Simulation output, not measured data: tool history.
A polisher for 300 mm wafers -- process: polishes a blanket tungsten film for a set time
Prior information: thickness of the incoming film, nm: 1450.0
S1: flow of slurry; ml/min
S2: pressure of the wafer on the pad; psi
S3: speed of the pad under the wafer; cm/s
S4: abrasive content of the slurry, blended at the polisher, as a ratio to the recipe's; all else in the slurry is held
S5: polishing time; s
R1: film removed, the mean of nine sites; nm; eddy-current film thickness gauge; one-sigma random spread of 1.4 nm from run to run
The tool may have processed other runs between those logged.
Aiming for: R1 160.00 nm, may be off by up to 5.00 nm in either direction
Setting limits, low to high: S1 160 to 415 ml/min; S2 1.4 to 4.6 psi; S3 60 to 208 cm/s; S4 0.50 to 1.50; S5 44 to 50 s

run 1 day=0.000 | S1=265 S2=3.0 S3=134 S4=1.00 S5=50 | R1=247.81
run 2 day=0.304 | S1=265 S2=3.0 S3=158 S4=1.00 S5=50 | R1=289.33
run 3 day=0.600 | S1=265 S2=2.6 S3=156 S4=1.00 S5=50 | R1=258.94
run 4 day=0.721 | S1=265 S2=2.6 S3=156 S4=1.20 S5=50 | R1=267.69
run 5 day=0.996 | S1=235 S2=2.6 S3=156 S4=1.20 S5=50 | R1=262.62
run 6 day=1.046 | S1=230 S2=2.3 S3=152 S4=1.20 S5=50 | R1=232.56
run 7 day=1.412 | S1=225 S2=2.1 S3=148 S4=1.20 S5=50 | R1=213.91
run 8 day=1.758 | S1=225 S2=1.9 S3=146 S4=1.20 S5=50 | R1=198.00
run 9 day=1.804 | S1=225 S2=1.8 S3=144 S4=1.20 S5=50 | R1=189.63
run 10 day=1.896 | S1=225 S2=1.7 S3=142 S4=1.20 S5=50 | R1=178.92
run 11 day=2.033 | S1=225 S2=1.6 S3=142 S4=1.20 S5=50 | R1=171.58
run 12 day=2.188 | S1=225 S2=1.5 S3=142 S4=1.20 S5=50 | R1=167.65

Of the 4 settings listed for the next run, only one would bring every result within its allowed miss of target. Which one?
run A day=2.342 | S1=255 S2=2.0 S3=144 S4=1.15 S5=46 | R1=?
run B day=2.342 | S1=290 S2=1.6 S3=138 S4=1.05 S5=50 | R1=?
run C day=2.342 | S1=160 S2=1.4 S3=146 S4=1.45 S5=50 | R1=?
run D day=2.342 | S1=215 S2=1.5 S3=146 S4=1.10 S5=50 | R1=?

move=A R1=188.70
move=B R1=171.02
move=C R1=162.02
move=D R1=169.06
A: its largest miss is bigger than the last run's
B: its largest miss is bigger than the last run's
C: every result lands within tolerance
D: its largest miss is bigger than the last run's
Move C is the one to make.
